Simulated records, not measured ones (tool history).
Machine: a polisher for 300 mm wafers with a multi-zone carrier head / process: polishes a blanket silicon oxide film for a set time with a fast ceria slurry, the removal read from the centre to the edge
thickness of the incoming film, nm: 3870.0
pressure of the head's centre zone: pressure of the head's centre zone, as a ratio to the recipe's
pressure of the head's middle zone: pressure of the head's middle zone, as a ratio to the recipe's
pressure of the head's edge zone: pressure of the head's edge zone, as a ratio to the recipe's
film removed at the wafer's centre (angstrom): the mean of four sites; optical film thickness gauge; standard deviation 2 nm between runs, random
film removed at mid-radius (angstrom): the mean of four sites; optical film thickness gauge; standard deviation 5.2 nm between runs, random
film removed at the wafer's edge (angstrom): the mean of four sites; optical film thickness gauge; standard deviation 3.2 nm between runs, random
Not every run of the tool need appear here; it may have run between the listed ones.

| run | hour | flow of slurry (ml/min) | pressure of the head's centre zone | pressure of the head's middle zone | pressure of the head's edge zone | polishing time (s) | film removed at the wafer's centre (angstrom) | film removed at mid-radius (angstrom) | film removed at the wafer's edge (angstrom) |
|---|---|---|---|---|---|---|---|---|---|
| 1 | 0 | 135 | 1 | 1 | 1 | 49 | 4271.8 | 4280.5 | 4442.2 |
| 2 | 6.4 | 135 | 1 | 1 | 0.97 | 49 | 4221.3 | 4317.1 | 4395.7 |
| 3 | 10.4 | 135 | 1 | 1 | 0.97 | 58 | 5075.3 | 5135.3 | 5187.1 |
| 4 | 18.3 | 135 | 1 | 1 | 0.97 | 65 | 5662.1 | 5770.2 | 5834.5 |
| 5 | 19.3 | 145 | 1 | 1 | 0.97 | 65 | 5745.4 | 5912.4 | 5966.8 |
| 6 | 23.6 | 140 | 0.98 | 1.01 | 0.96 | 62 | 5372.6 | 5689.3 | 5521.7 |
|  | 30 | slurry nozzle cleaned |
| 7 | 30 | 140 | 0.98 | 1.01 | 0.96 | 62 | 6007.1 | 6194 | 5874 |
| 8 | 32.4 | 105 | 0.88 | 1.06 | 0.92 | 48 | 3829.9 | 4489.8 | 4251.4 |
| 9 | 34.4 | 105 | 0.87 | 1.07 | 0.92 | 46 | 3633.8 | 4401.2 | 3998.8 |
| 10 | 42.5 | 105 | 0.86 | 1.07 | 0.93 | 45 | 3513.8 | 4331.7 | 3974.8 |
| 11 | 44.7 | 105 | 0.86 | 1.07 | 0.93 | 44 | 3417.1 | 4248.1 | 3964.1 |
| 12 | 48 | 105 | 0.86 | 1.07 | 0.93 | 43 | 3369.3 | 4126.4 | 3833.7 |

Forecast run 13:
| 13 | 55.6 | 105 | 0.85 | 1.07 | 0.93 | 42 | ? | ? | ? |

film removed at the wafer's centre (angstrom): 3196.2
film removed at mid-radius (angstrom): 4014.5
film removed at the wafer's edge (angstrom): 3698.5

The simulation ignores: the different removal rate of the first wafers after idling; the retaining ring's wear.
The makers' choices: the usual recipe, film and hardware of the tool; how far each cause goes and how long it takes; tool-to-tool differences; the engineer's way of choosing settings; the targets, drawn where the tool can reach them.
